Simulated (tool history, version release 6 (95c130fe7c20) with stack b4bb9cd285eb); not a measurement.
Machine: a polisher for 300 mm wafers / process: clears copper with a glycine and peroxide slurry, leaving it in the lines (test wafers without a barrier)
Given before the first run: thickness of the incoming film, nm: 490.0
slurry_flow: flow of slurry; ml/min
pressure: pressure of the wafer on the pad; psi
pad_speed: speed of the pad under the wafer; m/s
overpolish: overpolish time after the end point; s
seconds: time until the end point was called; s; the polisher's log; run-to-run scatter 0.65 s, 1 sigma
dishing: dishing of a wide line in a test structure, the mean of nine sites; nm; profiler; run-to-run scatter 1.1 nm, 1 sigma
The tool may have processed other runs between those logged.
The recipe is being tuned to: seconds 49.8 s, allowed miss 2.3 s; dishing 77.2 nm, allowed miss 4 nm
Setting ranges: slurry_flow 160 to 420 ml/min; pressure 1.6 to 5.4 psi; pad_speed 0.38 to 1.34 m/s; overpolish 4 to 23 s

run,hour,slurry_flow,pressure,pad_speed,overpolish,seconds,dishing
1,0,270,3.5,0.86,12,77.513,47.641
2,2,270,4.3,0.86,12,67.327,52.609
3,4.5,270,4.3,0.86,17,69.039,70.09
4,12.3,270,4.6,0.88,16,66.175,69.879
5,17,275,4.8,0.92,15,61.786,70.868
6,22.9,275,5,0.96,14,56.372,69.605
7,25.5,275,5.1,0.98,14,54.743,71.138
8,30.5,275,5.2,1,14,53.89,73.265

Consider the 5 candidate settings below. Which is the only one whose results all fall within their allowed miss of target?
A,35.5,225,5,0.98,19,?,?
B,35.5,345,5,1,17,?,?
C,35.5,375,5.4,1.02,16,?,?
D,35.5,285,4.4,0.96,17,?,?
E,35.5,210,5.1,1.16,14,?,?

move,seconds,dishing
A,58.141,86.495
B,54.608,83.547
C,50.41,85.061
D,62.99,74.845
E,50.246,76.951
A: its largest miss is bigger than the last run's
B: its largest miss is bigger than the last run's
C: corrects the largest miss of the last run, while another result sits out of spec
D: its largest miss is bigger than the last run's
E: all results in spec
Answer: E

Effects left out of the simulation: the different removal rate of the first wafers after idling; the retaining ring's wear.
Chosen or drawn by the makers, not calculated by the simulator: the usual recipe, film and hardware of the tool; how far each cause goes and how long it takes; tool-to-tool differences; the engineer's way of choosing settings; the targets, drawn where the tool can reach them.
